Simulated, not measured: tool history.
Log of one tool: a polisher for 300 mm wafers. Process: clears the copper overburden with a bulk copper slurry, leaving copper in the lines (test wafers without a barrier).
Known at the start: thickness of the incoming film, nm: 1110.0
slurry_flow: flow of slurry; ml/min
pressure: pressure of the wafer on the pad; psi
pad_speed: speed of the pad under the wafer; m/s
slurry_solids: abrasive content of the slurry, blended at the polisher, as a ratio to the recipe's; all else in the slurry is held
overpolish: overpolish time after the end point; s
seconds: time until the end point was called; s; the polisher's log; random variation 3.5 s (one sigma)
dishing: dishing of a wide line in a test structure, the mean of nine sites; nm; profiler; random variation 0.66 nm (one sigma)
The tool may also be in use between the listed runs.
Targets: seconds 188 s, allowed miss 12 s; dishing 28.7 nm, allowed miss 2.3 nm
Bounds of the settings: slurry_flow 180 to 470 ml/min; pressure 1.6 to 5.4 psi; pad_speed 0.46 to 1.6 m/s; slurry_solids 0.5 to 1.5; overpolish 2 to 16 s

run  hour  slurry_flow  pressure  pad_speed  slurry_solids  overpolish  seconds  dishing
  1     0          300       3.5       1.02              1           8   91.604   43.885
  2   7.2          300       3.1       0.98              1           8   106.56    41.47
  3  11.6          245       3.1       0.98              1           8   113.34   39.674
  4  16.7          245       3.1       1.18              1           8   92.946   44.263
  5  18.3          240       2.8       1.12              1           8   109.18   40.324
  6  21.4          240       2.8        1.3              1           8   97.504   41.878
  7  29.9          235       2.5       1.22              1           8   114.36   39.433
  8  32.5          230       2.3       1.18              1           8   131.35   36.308
  9  38.5          230       2.1       1.16              1           8   140.76   34.242
 10  39.2          230         2       1.14              1           8   148.99    33.74
 11  43.4          230       1.9       1.12              1           8   156.69   30.781
 12  47.9          230       1.8        1.1              1           8   166.36   29.543
     55.7  -- slurry nozzle cleaned
 13  55.7          230       1.8       1.08              1           8    161.1   30.546
 14  62.4          225       1.8       1.06              1           8   169.89   31.762
 15  67.6          225       1.7       1.04              1           7   178.58    25.92

4 next moves are on the table. One of them brings every result within its allowed miss. Which?
  A  72.8          240       1.6       1.06            1.1           6        ?        ?
  B  72.8          235       1.6          1           1.15           8        ?        ?
  C  72.8          210       1.6          1              1           6        ?        ?
  D  72.8          230       1.7       0.94           0.95           6        ?        ?

move  seconds  dishing
   A   177.53   24.672
   B   184.74   29.007
   C      194   23.186
   D   192.85   23.388
A: further off than the last run
B: meets every target
C: further off than the last run
D: further off than the last run
Move B is the one to make.
